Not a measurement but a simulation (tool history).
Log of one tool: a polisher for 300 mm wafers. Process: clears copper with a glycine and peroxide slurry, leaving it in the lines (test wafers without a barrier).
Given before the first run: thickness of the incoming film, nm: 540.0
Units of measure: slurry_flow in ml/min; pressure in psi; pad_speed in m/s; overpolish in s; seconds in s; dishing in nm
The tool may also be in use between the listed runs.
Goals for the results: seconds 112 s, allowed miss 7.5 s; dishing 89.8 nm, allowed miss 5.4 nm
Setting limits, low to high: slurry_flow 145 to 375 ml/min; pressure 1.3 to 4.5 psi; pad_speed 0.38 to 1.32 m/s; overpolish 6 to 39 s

Run 1, hour 0: slurry_flow 240 ml/min, pressure 2.9 psi, pad_speed 0.84 m/s, overpolish 20 s. Result: seconds 125.45 s, dishing 51.893 nm.
Run 2, hour 1.2: slurry_flow 240 ml/min, pressure 3 psi, pad_speed 0.84 m/s, overpolish 21 s. Result: seconds 121.89 s, dishing 54.034 nm.
Run 3, hour 2.9: slurry_flow 240 ml/min, pressure 3 psi, pad_speed 0.84 m/s, overpolish 23 s. Result: seconds 122.04 s, dishing 59.904 nm.
Run 4, hour 9.8: slurry_flow 240 ml/min, pressure 3 psi, pad_speed 0.84 m/s, overpolish 30 s. Result: seconds 122.23 s, dishing 73.878 nm.
Run 5, hour 15: slurry_flow 240 ml/min, pressure 3.4 psi, pad_speed 0.84 m/s, overpolish 30 s. Result: seconds 111.8 s, dishing 77.737 nm.
Run 6, hour 17.9: slurry_flow 240 ml/min, pressure 3.4 psi, pad_speed 0.84 m/s, overpolish 23 s. Result: seconds 114.31 s, dishing 63.484 nm.
Run 7, hour 21.2: slurry_flow 240 ml/min, pressure 3.4 psi, pad_speed 0.84 m/s, overpolish 24 s. Result: seconds 114.59 s, dishing 67.416 nm.
Run 8, hour 24.9: slurry_flow 240 ml/min, pressure 3.5 psi, pad_speed 0.84 m/s, overpolish 25 s. Result: seconds 112.24 s, dishing 69.072 nm.
Run 9, hour 25.5: slurry_flow 240 ml/min, pressure 3.5 psi, pad_speed 0.84 m/s, overpolish 26 s. Result: seconds 108.85 s, dishing 73.566 nm.
Run 10, hour 26.2: slurry_flow 240 ml/min, pressure 3.5 psi, pad_speed 0.84 m/s, overpolish 27 s. Result: seconds 106.48 s, dishing 74.307 nm.
Run 11, hour 33.3: slurry_flow 240 ml/min, pressure 3.5 psi, pad_speed 0.84 m/s, overpolish 28 s. Result: seconds 113.8 s, dishing 77.658 nm.
Run 12, hour 34: slurry_flow 240 ml/min, pressure 3.6 psi, pad_speed 0.82 m/s, overpolish 30 s. Result: seconds 111.09 s, dishing 80.079 nm.
Run 13, hour 43: slurry_flow 240 ml/min, pressure 3.6 psi, pad_speed 0.82 m/s, overpolish 31 s. Result: seconds 108.09 s, dishing 80.861 nm.

Which single option among these 5 for the next run brings every result within its allowed miss of target? Just one does.
Run A, hour 52: slurry_flow 260 ml/min, pressure 3.8 psi, pad_speed 0.76 m/s, overpolish 27 s. Result: seconds ?, dishing ?.
Run B, hour 52: slurry_flow 235 ml/min, pressure 4 psi, pad_speed 0.98 m/s, overpolish 34 s. Result: seconds ?, dishing ?.
Run C, hour 52: slurry_flow 245 ml/min, pressure 3.6 psi, pad_speed 0.98 m/s, overpolish 37 s. Result: seconds ?, dishing ?.
Run D, hour 52: slurry_flow 225 ml/min, pressure 3.6 psi, pad_speed 0.8 m/s, overpolish 35 s. Result: seconds ?, dishing ?.
Run E, hour 52: slurry_flow 250 ml/min, pressure 3.7 psi, pad_speed 0.8 m/s, overpolish 28 s. Result: seconds ?, dishing ?.

move  seconds  dishing
   A   109.44   74.314
   B   91.037   100.59
   C    97.79   100.92
   D    112.2   88.605
   E   108.64   76.745
A: lands further from the targets than the last run did
B: takes the biggest miss from the last run beyond its target
C: takes the biggest miss from the last run beyond its target
D: every result within its allowed miss
E: lands further from the targets than the last run did
Answer: D
